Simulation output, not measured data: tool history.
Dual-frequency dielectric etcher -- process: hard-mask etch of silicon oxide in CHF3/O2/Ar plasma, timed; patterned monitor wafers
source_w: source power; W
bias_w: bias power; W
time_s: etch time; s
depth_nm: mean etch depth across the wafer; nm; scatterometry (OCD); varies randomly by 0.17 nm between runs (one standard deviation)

run,hour,source_w,bias_w,time_s,depth_nm
1,0,580,180,13.5,26.209
2,4,580,180,12.5,24.529
3,8.3,620,180,12.5,25.24
4,13.2,660,191,12.5,26.229
5,18.2,660,218,12.5,27.115
6,22.5,660,202,12.5,26.672
7,25.6,690,208,12.5,27.483

Run 8 comes next. What will it give?
8,28.6,720,211,12.5,?

{"run 8": {"depth_nm": 28.121}}

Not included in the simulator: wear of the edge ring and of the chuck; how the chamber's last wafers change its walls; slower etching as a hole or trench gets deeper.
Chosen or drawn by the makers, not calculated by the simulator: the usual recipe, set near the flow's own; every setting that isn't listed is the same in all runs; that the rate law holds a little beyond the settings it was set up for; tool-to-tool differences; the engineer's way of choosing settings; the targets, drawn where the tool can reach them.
